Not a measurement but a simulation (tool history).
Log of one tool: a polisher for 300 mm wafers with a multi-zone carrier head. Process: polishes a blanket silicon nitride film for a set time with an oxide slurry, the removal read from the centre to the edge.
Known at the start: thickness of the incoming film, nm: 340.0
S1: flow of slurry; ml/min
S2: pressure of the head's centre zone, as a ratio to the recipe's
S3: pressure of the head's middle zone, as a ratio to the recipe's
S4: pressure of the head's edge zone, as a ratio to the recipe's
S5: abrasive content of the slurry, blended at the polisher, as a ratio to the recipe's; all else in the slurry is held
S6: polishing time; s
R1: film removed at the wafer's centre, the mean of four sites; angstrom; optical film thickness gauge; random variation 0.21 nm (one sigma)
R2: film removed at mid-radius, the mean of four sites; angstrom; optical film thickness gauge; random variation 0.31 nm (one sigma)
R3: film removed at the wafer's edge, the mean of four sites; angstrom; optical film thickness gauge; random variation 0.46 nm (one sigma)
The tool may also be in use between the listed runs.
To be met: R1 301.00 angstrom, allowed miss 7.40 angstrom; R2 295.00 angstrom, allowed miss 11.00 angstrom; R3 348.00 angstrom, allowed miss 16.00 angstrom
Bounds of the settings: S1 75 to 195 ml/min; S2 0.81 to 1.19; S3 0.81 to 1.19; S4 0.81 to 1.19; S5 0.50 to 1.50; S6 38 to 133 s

Run 1, hour 0.0: S1 125 ml/min, S2 1.00, S3 1.00, S4 1.00, S5 1.00, S6 85 s. Result: R1 458.74 angstrom, R2 469.38 angstrom, R3 465.11 angstrom.
Run 2, hour 4.8: S1 115 ml/min, S2 0.98, S3 0.96, S4 1.00, S5 0.90, S6 85 s. Result: R1 418.43 angstrom, R2 410.87 angstrom, R3 434.47 angstrom.
Run 3, hour 10.7: S1 130 ml/min, S2 0.98, S3 0.96, S4 1.00, S5 0.90, S6 85 s. Result: R1 431.80 angstrom, R2 429.53 angstrom, R3 437.88 angstrom.
Run 4, hour 15.0: S1 120 ml/min, S2 0.95, S3 0.93, S4 0.98, S5 0.85, S6 85 s. Result: R1 400.56 angstrom, R2 394.65 angstrom, R3 408.00 angstrom.
Run 5, hour 23.8: S1 110 ml/min, S2 0.92, S3 0.91, S4 0.99, S5 0.80, S6 85 s. Result: R1 368.62 angstrom, R2 373.49 angstrom, R3 402.26 angstrom.
Run 6, hour 28.2: S1 140 ml/min, S2 0.92, S3 0.91, S4 0.99, S5 0.80, S6 85 s. Result: R1 379.95 angstrom, R2 384.76 angstrom, R3 415.88 angstrom.
Run 7, hour 36.7: S1 105 ml/min, S2 0.86, S3 0.81, S4 0.98, S5 0.55, S6 84 s. Result: R1 263.13 angstrom, R2 259.44 angstrom, R3 313.08 angstrom.
Run 8, hour 38.0: S1 140 ml/min, S2 0.87, S3 0.82, S4 1.01, S5 0.55, S6 84 s. Result: R1 281.97 angstrom, R2 274.39 angstrom, R3 323.05 angstrom.
Run 9, hour 38.5: S1 145 ml/min, S2 0.87, S3 0.83, S4 1.03, S5 0.55, S6 84 s. Result: R1 281.90 angstrom, R2 276.31 angstrom, R3 332.47 angstrom.
Run 10, hour 41.1: S1 150 ml/min, S2 0.87, S3 0.83, S4 1.03, S5 0.55, S6 84 s. Result: R1 284.12 angstrom, R2 277.34 angstrom, R3 330.21 angstrom.
Run 11, hour 44.7: S1 155 ml/min, S2 0.87, S3 0.84, S4 1.04, S5 0.55, S6 84 s. Result: R1 283.12 angstrom, R2 274.88 angstrom, R3 323.42 angstrom.
Run 12, hour 48.1: S1 150 ml/min, S2 0.87, S3 0.84, S4 1.04, S5 0.55, S6 84 s. Result: R1 284.08 angstrom, R2 283.25 angstrom, R3 333.59 angstrom.
Run 13, hour 52.0: S1 155 ml/min, S2 0.87, S3 0.84, S4 1.05, S5 0.55, S6 84 s. Result: R1 284.54 angstrom, R2 281.44 angstrom, R3 338.23 angstrom.
Run 14, hour 54.5: S1 160 ml/min, S2 0.87, S3 0.84, S4 1.05, S5 0.55, S6 84 s. Result: R1 284.86 angstrom, R2 282.40 angstrom, R3 341.59 angstrom.
Run 15, hour 61.5: S1 165 ml/min, S2 0.88, S3 0.84, S4 1.05, S5 0.55, S6 84 s. Result: R1 288.33 angstrom, R2 281.39 angstrom, R3 328.71 angstrom.
Run 16, hour 68.1: S1 165 ml/min, S2 0.88, S3 0.84, S4 1.05, S5 0.55, S6 84 s. Result: R1 292.09 angstrom, R2 282.80 angstrom, R3 336.93 angstrom.
Run 17, hour 69.0: S1 170 ml/min, S2 0.88, S3 0.85, S4 1.05, S5 0.55, S6 84 s. Result: R1 289.86 angstrom, R2 292.55 angstrom, R3 336.32 angstrom.
Run 18, hour 77.8: S1 170 ml/min, S2 0.88, S3 0.85, S4 1.06, S5 0.55, S6 84 s. Result: R1 292.05 angstrom, R2 287.62 angstrom, R3 342.56 angstrom.

Which of these 5 next moves meets every target?
Run A, hour 86.6: S1 155 ml/min, S2 0.87, S3 0.83, S4 1.12, S5 0.55, S6 83 s. Result: R1 ?, R2 ?, R3 ?.
Run B, hour 86.6: S1 180 ml/min, S2 0.92, S3 0.97, S4 1.00, S5 0.50, S6 88 s. Result: R1 ?, R2 ?, R3 ?.
Run C, hour 86.6: S1 185 ml/min, S2 0.89, S3 0.86, S4 1.10, S5 0.65, S6 76 s. Result: R1 ?, R2 ?, R3 ?.
Run D, hour 86.6: S1 180 ml/min, S2 0.87, S3 0.81, S4 1.06, S5 0.50, S6 87 s. Result: R1 ?, R2 ?, R3 ?.
Run E, hour 86.6: S1 175 ml/min, S2 0.97, S3 0.93, S4 1.02, S5 0.50, S6 83 s. Result: R1 ?, R2 ?, R3 ?.

move      R1      R2      R3
   A  280.99  275.48  342.90
   B  300.25  315.52  323.89
   C  303.10  298.07  354.70
   D  280.26  268.75  330.18
   E  297.44  286.18  307.81
A: further off than the last run
B: brings the result that was furthest off to its target, and leaves another outside
C: meets every target
D: further off than the last run
E: brings the result that was furthest off to its target, and leaves another outside
Answer: C

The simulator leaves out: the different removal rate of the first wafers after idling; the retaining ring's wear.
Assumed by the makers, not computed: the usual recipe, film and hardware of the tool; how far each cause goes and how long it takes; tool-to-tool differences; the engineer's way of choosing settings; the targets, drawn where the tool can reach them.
